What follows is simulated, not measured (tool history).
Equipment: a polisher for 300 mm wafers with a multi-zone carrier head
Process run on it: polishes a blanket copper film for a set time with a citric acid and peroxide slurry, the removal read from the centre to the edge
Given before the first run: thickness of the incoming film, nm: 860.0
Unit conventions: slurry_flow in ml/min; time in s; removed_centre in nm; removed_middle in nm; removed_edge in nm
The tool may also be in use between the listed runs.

run,hour,slurry_flow,centre_zone,middle_zone,edge_zone,slurry_solids,time,removed_centre,removed_middle,removed_edge
1,0.0,130,1.00,1.00,1.00,1.00,34,71.986,70.141,70.433
2,1.7,130,1.00,1.00,1.00,1.15,34,72.857,72.715,72.522
3,2.2,105,1.00,1.00,1.00,1.15,34,70.009,69.097,69.993
4,4.5,105,1.02,1.00,0.95,1.00,32,64.487,63.942,63.944
5,5.8,115,1.07,1.01,0.93,0.85,29,60.458,57.449,54.956
6,11.9,110,1.09,1.00,0.91,0.80,29,60.304,54.932,52.982
7,14.1,105,1.10,1.00,0.89,0.75,29,59.964,53.288,51.531

Expected results for the next run?
8,15.8,100,1.10,1.00,0.87,0.75,29,?,?,?

{"run 8": {"removed_centre": 58.576, "removed_middle": 54.057, "removed_edge": 50.266}}

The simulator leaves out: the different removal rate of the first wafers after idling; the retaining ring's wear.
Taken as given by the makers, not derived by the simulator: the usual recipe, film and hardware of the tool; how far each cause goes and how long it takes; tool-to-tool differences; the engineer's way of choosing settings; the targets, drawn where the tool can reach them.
